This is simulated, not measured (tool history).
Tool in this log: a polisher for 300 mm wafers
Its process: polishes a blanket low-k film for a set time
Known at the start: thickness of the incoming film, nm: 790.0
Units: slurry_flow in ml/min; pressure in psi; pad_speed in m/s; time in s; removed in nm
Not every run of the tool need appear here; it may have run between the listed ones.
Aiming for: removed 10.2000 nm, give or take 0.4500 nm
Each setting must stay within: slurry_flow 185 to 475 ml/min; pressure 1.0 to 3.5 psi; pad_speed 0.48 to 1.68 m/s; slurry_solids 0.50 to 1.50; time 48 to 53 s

run	hour	slurry_flow	pressure	pad_speed	slurry_solids	time	removed
1	0.0	305	2.2	1.08	1.00	53	24.8350
2	2.2	305	2.2	1.08	1.20	53	27.7100
3	10.0	260	2.2	1.08	1.20	53	27.4290
4	11.1	260	1.9	0.96	1.20	53	22.4060
5	15.0	260	1.9	0.96	1.30	53	22.8720
6	18.7	260	2.1	0.96	1.30	53	24.6020
7	20.2	260	1.9	0.86	1.25	52	20.0570
8	22.2	260	1.7	0.78	1.25	52	16.7960
# hour 30.4: head pressure recalibrated
9	30.4	260	1.7	0.78	1.25	52	18.1730
10	36.7	260	1.6	0.72	1.20	51	15.4530
11	40.8	260	1.5	0.68	1.20	51	13.9690
12	42.4	260	1.4	0.66	1.20	51	12.9970

Next run, 5 choices. One meets every target within its allowed miss, the rest don't. Which?
A	44.0	240	1.4	0.62	1.25	49	?
B	44.0	320	1.6	0.52	1.25	48	?
C	44.0	235	1.7	0.68	1.20	48	?
D	44.0	220	1.6	0.52	1.00	49	?
E	44.0	185	1.2	0.54	1.10	52	?

move	removed
A	11.6650
B	11.7200
C	14.3720
D	10.1640
E	8.8043
A: closer than the last run, but not yet in spec
B: closer than the last run, but not yet in spec
C: moves away from the targets compared with the last run
D: all results in spec
E: carries the result that was furthest off beyond its target, to the other side
So the answer is move D, the one that meets all the targets.

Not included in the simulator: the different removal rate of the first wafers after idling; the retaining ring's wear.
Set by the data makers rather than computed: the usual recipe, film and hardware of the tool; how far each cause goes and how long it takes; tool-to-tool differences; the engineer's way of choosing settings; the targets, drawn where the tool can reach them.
